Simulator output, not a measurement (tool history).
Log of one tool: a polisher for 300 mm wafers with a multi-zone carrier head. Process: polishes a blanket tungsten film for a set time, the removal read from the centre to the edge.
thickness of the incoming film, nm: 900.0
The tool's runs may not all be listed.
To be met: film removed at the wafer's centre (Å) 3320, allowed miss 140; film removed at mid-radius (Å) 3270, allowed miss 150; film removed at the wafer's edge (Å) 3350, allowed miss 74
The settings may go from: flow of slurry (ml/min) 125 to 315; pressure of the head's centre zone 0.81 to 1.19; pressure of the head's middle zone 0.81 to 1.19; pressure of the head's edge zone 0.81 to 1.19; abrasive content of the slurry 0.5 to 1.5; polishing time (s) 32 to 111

run,hour,flow of slurry (ml/min),pressure of the head's centre zone,pressure of the head's middle zone,pressure of the head's edge zone,abrasive content of the slurry,polishing time (s),film removed at the wafer's centre (Å),film removed at mid-radius (Å),film removed at the wafer's edge (Å)
1,0,205,1,1,1,1,71,2798.5,3020.3,3033
2,6.8,210,1.01,1,1.01,1,71,2800.5,2999.8,3069.1
3,12.9,210,1.01,1,1.01,1,81,3280.3,3478.1,3539.3
4,21,205,1.01,1,1,1,81,3193,3469.8,3459.5
5,27.2,180,1.01,1,1,1,81,3125.9,3365.2,3465.9
6,35.5,205,1.01,1,1,1,81,3190.4,3447.8,3476.5
7,40.5,205,1.02,1,1,1,81,3261.7,3394.1,3472.9
8,44.1,200,1.04,1,0.98,1,81,3285.3,3343.5,3419
9,46,200,1.05,1,0.97,1,81,3263.6,3454.6,3388.7

Which of these 4 next moves meets every target?
A,47.9,140,0.96,1.11,0.88,0.9,88,?,?,?
B,47.9,230,1.05,1.02,0.83,1.1,79,?,?,?
C,47.9,225,1.06,0.96,0.96,1.1,77,?,?,?
D,47.9,260,1,1.04,0.81,1.05,81,?,?,?

move,film removed at the wafer's centre (Å),film removed at mid-radius (Å),film removed at the wafer's edge (Å)
A,3008.3,3738.4,3328.8
B,3316.1,3538.8,3219.6
C,3247.9,3286.2,3322.5
D,3281.6,3704.2,3276.8
A: further off than the last run
B: further off than the last run
C: meets every target
D: further off than the last run
Answer: C

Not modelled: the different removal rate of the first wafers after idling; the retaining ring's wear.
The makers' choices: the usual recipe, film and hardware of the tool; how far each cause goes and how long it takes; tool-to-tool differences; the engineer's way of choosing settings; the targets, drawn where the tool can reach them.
